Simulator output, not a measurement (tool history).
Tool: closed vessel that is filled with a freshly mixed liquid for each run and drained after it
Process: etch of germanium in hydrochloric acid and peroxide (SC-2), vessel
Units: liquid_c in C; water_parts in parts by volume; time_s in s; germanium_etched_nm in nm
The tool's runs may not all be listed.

run  hour  liquid_c  water_parts  time_s  germanium_etched_nm
  1     0        58            9      90               327.94
  2   7.4        58            9      90               325.25
  3  14.4      60.5            9      90               351.45
  4  19.9      64.5            9      90               397.32
  5  24.4        62            9      90               364.23
  6  29.9        64            9      90               383.54
  7  36.5      65.5            9      90               405.84

Run 8 comes next. What will it give?
  8  43.5      66.5            9      90                    ?

{"run 8": {"germanium_etched_nm": 416.85}}

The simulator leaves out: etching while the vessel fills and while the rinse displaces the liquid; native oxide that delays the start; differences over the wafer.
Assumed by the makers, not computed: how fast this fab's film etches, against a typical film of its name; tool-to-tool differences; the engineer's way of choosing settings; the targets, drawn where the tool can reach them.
